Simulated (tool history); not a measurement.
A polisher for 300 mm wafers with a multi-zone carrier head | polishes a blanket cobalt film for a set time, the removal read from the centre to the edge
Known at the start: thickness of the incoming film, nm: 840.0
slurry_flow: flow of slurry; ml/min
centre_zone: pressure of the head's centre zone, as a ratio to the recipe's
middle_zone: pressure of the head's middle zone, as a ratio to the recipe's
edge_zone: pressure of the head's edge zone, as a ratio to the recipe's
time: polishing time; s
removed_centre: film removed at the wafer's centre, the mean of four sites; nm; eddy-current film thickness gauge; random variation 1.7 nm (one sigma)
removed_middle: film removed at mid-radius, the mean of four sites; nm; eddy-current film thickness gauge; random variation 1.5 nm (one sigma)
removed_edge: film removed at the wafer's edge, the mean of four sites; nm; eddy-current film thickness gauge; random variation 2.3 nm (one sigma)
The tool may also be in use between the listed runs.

run	day	slurry_flow	centre_zone	middle_zone	edge_zone	time	removed_centre	removed_middle	removed_edge
1	0.000	170	1.00	1.00	1.00	47	216.68	221.37	218.20
2	0.350	170	1.00	1.00	1.07	47	221.11	217.15	222.69
3	0.679	170	1.00	1.00	1.05	46	215.46	210.68	220.12
4	0.962	170	0.92	1.00	1.05	46	197.75	216.75	216.01
5	1.300	170	0.92	1.00	1.13	46	194.43	215.38	227.07
6	1.333	170	0.92	1.00	1.13	57	245.58	266.34	287.89
7	1.683	170	0.92	0.99	1.10	55	239.40	254.89	260.26
8	1.954	165	0.91	0.97	1.09	54	223.34	249.46	255.86
9	2.275	165	0.92	0.96	1.07	52	218.37	240.73	248.80
10	2.525	165	0.93	0.97	1.06	50	214.98	229.88	231.83
11	2.900	160	0.93	0.96	1.05	49	211.44	222.11	227.65
12	3.008	155	0.93	0.95	1.03	48	202.49	215.41	222.78

The next listed run, before its measurement:
13	3.192	155	0.93	0.95	1.01	47	?	?	?

Run 13 gave removed_centre 201.51 nm, removed_middle 208.99 nm, removed_edge 210.15 nm.

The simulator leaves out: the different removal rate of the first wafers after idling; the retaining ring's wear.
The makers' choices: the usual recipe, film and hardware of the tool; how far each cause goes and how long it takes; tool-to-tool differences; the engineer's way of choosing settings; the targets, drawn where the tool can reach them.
